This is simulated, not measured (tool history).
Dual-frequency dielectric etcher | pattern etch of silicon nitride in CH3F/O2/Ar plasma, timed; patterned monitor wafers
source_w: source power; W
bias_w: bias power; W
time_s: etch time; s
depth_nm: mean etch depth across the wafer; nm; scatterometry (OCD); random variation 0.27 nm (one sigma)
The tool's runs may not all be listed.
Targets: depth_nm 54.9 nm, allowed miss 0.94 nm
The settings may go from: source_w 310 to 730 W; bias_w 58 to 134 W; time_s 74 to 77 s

run	day	source_w	bias_w	time_s	depth_nm
1	0	520	96	74	62.829
2	0.133	490	95	74	60.748
3	0.225	470	95	74	61.078
4	0.517	470	95	74	60.16
5	0.767	470	95	77	63.355
6	1.029	450	93	77	61.961
7	1.088	430	92	77	60.795
8	1.142	410	91	77	60.083
9	1.346	400	90	77	59.023
10	1.667	390	90	77	59.033
11	1.95	310	82	76.5	52.97
12	2.067	320	82	76.5	53.168
13	2.221	330	82	76.5	53.725

4 next moves are on the table. One of them brings every result within its allowed miss. Which?
A	2.375	320	77	77	?
B	2.375	310	85	76.5	?
C	2.375	430	68	76	?
D	2.375	340	93	74	?

move	depth_nm
A	52.507
B	53.726
C	53.763
D	55.159
A: further off than the last run
B: as far off as the last run
C: as far off as the last run
D: meets every target
The right move is D.
